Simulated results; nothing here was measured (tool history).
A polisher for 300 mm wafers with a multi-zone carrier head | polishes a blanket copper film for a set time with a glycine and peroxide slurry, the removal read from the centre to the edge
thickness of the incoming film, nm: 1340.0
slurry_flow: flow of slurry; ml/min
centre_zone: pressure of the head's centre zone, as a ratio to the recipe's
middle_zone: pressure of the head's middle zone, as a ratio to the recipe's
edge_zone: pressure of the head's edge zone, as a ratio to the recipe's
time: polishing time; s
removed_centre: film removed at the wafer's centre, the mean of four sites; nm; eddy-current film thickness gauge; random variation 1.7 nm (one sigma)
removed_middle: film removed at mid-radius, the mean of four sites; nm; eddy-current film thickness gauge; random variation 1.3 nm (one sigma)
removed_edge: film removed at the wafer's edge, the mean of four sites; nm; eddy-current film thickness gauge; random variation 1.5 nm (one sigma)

run,day,slurry_flow,centre_zone,middle_zone,edge_zone,time,removed_centre,removed_middle,removed_edge
1,0.000,145,1.00,1.00,1.00,45,216.85,217.32,218.09
2,0.354,145,1.04,1.00,1.00,45,225.44,216.55,217.11
3,0.400,130,0.98,0.97,0.97,44,201.17,203.04,205.80
4,0.733,165,0.98,0.97,0.97,44,215.45,213.41,211.59
5,0.979,145,0.93,0.94,0.95,43,195.53,198.14,205.12
6,1.142,145,0.93,0.94,0.95,35,155.48,159.20,167.06
7,1.408,155,0.91,0.95,0.98,35,159.25,166.53,168.21
8,1.754,150,0.88,0.94,1.01,36,155.58,167.63,175.97

The next listed run, before its measurement:
9,2.129,155,0.87,0.94,1.03,36,?,?,?

Run 9 gave removed_centre 155.09 nm, removed_middle 166.45 nm, removed_edge 177.49 nm.
